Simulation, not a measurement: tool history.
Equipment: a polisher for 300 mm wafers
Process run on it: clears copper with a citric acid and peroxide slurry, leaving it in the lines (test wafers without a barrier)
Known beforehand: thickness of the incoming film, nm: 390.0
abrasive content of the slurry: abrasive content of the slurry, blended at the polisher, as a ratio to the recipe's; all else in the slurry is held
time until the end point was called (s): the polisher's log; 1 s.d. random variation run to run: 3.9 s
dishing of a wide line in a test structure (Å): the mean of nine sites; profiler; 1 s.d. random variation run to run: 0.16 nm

run,hour,flow of slurry (ml/min),pressure of the wafer on the pad (psi),speed of the pad under the wafer (m/s),abrasive content of the slurry,overpolish time after the end point (s),time until the end point was called (s),dishing of a wide line in a test structure (Å)
1,0,195,3.9,1.02,1,13,144.75,250.41
2,0.7,195,3.3,1.02,1,13,168.13,217.75
3,8.9,195,3.2,1,1,12,173.23,196.39
4,15.4,195,3.1,0.98,1,11,173.32,172.1
5,21,195,3,0.94,1,10,191.85,145.38
6,27.8,195,2.9,0.94,1,9,198.59,132.94
7,33.9,195,2.8,0.94,1,8,198.79,114.72
8,35.7,195,2.7,0.94,1,8,207.74,111.45
9,44.3,195,2.6,0.94,1,8,212.35,105.27
10,44.9,195,2.2,0.94,1,4,237.66,48.453
11,46.9,190,2.7,0.84,1,7,218.71,86.024

Predict the results of run 12:
12,49.5,185,2.6,0.84,1,7,?,?

{"run 12": {"time until the end point was called (s)": 239.5, "dishing of a wide line in a test structure (Å)": 85.356}}
